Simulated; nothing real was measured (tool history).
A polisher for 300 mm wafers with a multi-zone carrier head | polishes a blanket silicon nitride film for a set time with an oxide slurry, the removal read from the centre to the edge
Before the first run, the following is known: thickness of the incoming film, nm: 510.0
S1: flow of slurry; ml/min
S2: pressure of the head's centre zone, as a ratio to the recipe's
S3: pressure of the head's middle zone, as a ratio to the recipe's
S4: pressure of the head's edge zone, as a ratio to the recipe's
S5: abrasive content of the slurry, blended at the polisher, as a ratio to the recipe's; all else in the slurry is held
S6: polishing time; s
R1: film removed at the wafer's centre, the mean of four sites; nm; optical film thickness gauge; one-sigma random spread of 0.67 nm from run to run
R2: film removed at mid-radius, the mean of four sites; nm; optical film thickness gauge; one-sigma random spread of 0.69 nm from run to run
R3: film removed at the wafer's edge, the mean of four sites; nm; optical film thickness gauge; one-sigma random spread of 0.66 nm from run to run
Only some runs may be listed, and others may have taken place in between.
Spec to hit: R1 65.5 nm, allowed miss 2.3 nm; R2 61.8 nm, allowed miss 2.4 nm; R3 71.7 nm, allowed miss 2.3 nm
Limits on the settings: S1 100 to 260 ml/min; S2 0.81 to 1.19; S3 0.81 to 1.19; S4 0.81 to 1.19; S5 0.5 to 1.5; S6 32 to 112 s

run  hour   S1    S2    S3    S4    S5  S6      R1      R2      R3
  1     0  165     1     1     1     1  72  61.878  54.646  55.187
  2     7  175  0.97  0.99  1.05   1.1  72  63.416  56.898  58.326
  3   9.6  175  0.97  0.99  0.97   1.1  72  63.816   56.45  56.988
  4  17.6  175  0.93  0.96  1.02   1.2  73  64.513  60.077  61.428
  5  18.4  175  0.91  0.92  1.06  1.25  73  65.083  58.549  63.855
  6  20.1  175  0.91  0.92  0.99  1.25  73  64.708  58.471   61.61
  7  23.9  180  0.89  0.91  1.04   1.3  73  64.922  58.898  64.245
  8  29.7  180  0.88  0.91  1.08  1.35  73  65.345  59.692  66.333
  9    31  180  0.87  0.91   1.1   1.4  73  66.794  60.839  68.172
 10  34.9  180  0.81  0.91  1.18  1.45  73  61.654  61.943  72.958
 11  36.1  180  0.81  0.91  1.18  1.45  73  61.483  61.632  72.113
 12  37.4  185  0.82  0.91  1.17  1.45  73   63.35  62.116  71.883
 13  39.5  185  0.82  0.91  1.17  1.45  73  63.299  62.674  71.899

Exercise: of the 4 proposed moves below, exactly one satisfies all targets within the stated allowed misses. Which move is it?
  A  41.6  195  0.81  0.93  1.17  1.45  72   ?   ?   ?
  B  41.6  180  0.88  0.93  1.17  1.45  68   ?   ?   ?
  C  41.6  200  0.82  0.95  1.18  1.45  68   ?   ?   ?
  D  41.6  170  0.86  0.91  1.17   1.4  75   ?   ?   ?

move      R1      R2      R3
   A  60.651  62.596  70.016
   B  61.449  58.438  65.585
   C  58.215  60.176  66.573
   D  64.669  62.096  70.884
A: its largest miss is bigger than the last run's
B: its largest miss is bigger than the last run's
C: its largest miss is bigger than the last run's
D: each result inside its tolerance
Answer: D

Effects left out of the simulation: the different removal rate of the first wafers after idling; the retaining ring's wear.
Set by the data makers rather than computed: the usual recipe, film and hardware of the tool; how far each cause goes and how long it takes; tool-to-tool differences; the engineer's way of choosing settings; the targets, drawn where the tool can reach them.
